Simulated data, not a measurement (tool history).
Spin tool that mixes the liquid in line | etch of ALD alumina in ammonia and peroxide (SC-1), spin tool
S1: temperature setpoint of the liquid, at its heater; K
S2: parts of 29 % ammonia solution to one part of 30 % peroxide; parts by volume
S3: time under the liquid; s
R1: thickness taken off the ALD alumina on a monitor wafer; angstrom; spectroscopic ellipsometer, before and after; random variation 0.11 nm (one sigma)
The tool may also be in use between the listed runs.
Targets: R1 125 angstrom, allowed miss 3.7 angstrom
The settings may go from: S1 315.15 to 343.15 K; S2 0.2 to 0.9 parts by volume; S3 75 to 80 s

run 1 hour=0 | S1=331.15 S2=0.5 S3=75 | R1=100.59
run 2 hour=7.4 | S1=326.65 S2=0.5 S3=75 | R1=78.841
run 3 hour=13.8 | S1=326.65 S2=0.5 S3=80 | R1=85.725
run 4 hour=17.4 | S1=326.65 S2=0.5 S3=75 | R1=79.23
run 5 hour=20.7 | S1=326.65 S2=0.6 S3=75 | R1=80.178
run 6 hour=29.4 | S1=326.65 S2=0.6 S3=80 | R1=86.438
run 7 hour=37.2 | S1=328.65 S2=0.6 S3=80 | R1=95.736
run 8 hour=38.3 | S1=334.65 S2=0.6 S3=80 | R1=132.45

5 next moves are on the table. One of them brings every result within its allowed miss. Which?
run A hour=39.4 | S1=336.65 S2=0.55 S3=80 | R1=?
run B hour=39.4 | S1=335.15 S2=0.5 S3=80 | R1=?
run C hour=39.4 | S1=335.15 S2=0.55 S3=80 | R1=?
run D hour=39.4 | S1=335.15 S2=0.6 S3=75 | R1=?
run E hour=39.4 | S1=338.65 S2=0.6 S3=75 | R1=?

move=A R1=141.25
move=B R1=129.79
move=C R1=130.97
move=D R1=123.8
move=E R1=147.51
A: further off than the last run
B: nearer than the last run, and not there yet
C: nearer than the last run, and not there yet
D: meets every target
E: further off than the last run
Move D is the one to make.
